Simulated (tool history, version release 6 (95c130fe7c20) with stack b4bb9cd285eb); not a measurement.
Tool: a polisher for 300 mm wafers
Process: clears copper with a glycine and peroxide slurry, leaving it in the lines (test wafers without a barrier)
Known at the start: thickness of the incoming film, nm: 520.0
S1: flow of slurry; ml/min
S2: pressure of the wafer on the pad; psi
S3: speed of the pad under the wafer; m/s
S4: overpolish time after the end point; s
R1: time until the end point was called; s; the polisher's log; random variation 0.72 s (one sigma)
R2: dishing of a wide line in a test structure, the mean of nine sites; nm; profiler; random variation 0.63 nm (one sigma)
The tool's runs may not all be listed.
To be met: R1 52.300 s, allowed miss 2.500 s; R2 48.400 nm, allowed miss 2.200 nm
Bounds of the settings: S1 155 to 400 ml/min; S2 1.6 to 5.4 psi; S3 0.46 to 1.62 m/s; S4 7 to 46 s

run    day   S1   S2    S3  S4      R1      R2
  1  0.000  255  3.5  1.04  24  80.847  84.175
  2  0.083  285  3.2  1.24  18  72.429  75.751
  3  0.429  285  2.8  1.24  18  79.614  69.240
  4  0.708  285  3.3  1.24  18  70.731  75.106
  5  0.758  285  3.3  1.44  18  62.345  80.058
  6  1.108  325  3.0  1.50  14  65.143  68.091
  7  1.300  350  3.0  1.54  12  61.817  62.664
  8  1.508  365  3.0  1.56  10  61.709  56.806
  9  1.883  375  3.1  1.58   9  57.929  52.932
 10  2.008  375  3.1  1.58   9  58.631  52.208
 11  2.250  375  3.1  1.58   9  59.232  52.565
 12  2.517  380  3.3  1.58   8  57.343  50.551
 13  2.704  385  3.4  1.58   8  54.628  52.350
 14  2.792  385  3.4  1.58   8  53.871  51.017
 15  2.908  390  3.4  1.58   8  55.158  50.421
 16  3.167  395  3.5  1.58   8  54.083  50.957
 17  3.462  395  3.6  1.56   8  53.152  53.430
 18  3.496  395  3.5  1.58   8  53.347  53.329
 19  3.588  395  3.5  1.60   8  52.973  52.838
 20  3.667  395  3.6  1.58   8  51.393  53.184
 21  3.850  395  3.6  1.58   8  53.075  53.324
 22  4.092  395  3.5  1.60   8  53.468  53.406
 23  4.233  395  3.7  1.54   8  52.126  54.508
 24  4.521  395  3.6  1.56   8  52.739  52.238
 25  4.871  395  3.7  1.52   8  52.787  52.769

Which of these 4 next moves meets every target?
  A  5.221  400  3.6  1.56   8   ?   ?
  B  5.221  370  4.0  1.46   7   ?   ?
  C  5.221  395  4.0  1.20   8   ?   ?
  D  5.221  395  3.4  1.46   8   ?   ?

move      R1      R2
   A  52.265  52.812
   B  51.126  48.707
   C  60.695  47.483
   D  58.177  48.721
A: as far off as the last run
B: meets every target
C: brings the result that was furthest off to its target, and leaves another outside
D: brings the result that was furthest off to its target, and leaves another outside
The right move is B.
